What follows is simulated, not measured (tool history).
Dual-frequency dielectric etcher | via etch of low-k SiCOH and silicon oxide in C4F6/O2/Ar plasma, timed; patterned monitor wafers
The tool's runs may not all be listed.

| run | hour | source power (kW) | bias power (kW) | etch time (s) | mean etch depth across the wafer (nm) |
|---|---|---|---|---|---|
| 1 | 0.0 | 0.400 | 0.246 | 97.5 | 288.36 |
| 2 | 7.7 | 0.380 | 0.242 | 97.5 | 281.22 |
| 3 | 11.5 | 0.340 | 0.242 | 97.5 | 270.54 |
| 4 | 14.3 | 0.290 | 0.242 | 97.5 | 253.86 |
| 5 | 16.8 | 0.290 | 0.242 | 97.5 | 254.20 |
| 6 | 18.0 | 0.290 | 0.242 | 97.5 | 252.12 |
| 7 | 24.9 | 0.290 | 0.241 | 97.5 | 254.00 |
| 8 | 31.4 | 0.290 | 0.240 | 97.5 | 254.12 |

What will run 9 give?
| 9 | 35.2 | 0.290 | 0.239 | 97.5 | ? |

mean etch depth across the wafer (nm): 253.19

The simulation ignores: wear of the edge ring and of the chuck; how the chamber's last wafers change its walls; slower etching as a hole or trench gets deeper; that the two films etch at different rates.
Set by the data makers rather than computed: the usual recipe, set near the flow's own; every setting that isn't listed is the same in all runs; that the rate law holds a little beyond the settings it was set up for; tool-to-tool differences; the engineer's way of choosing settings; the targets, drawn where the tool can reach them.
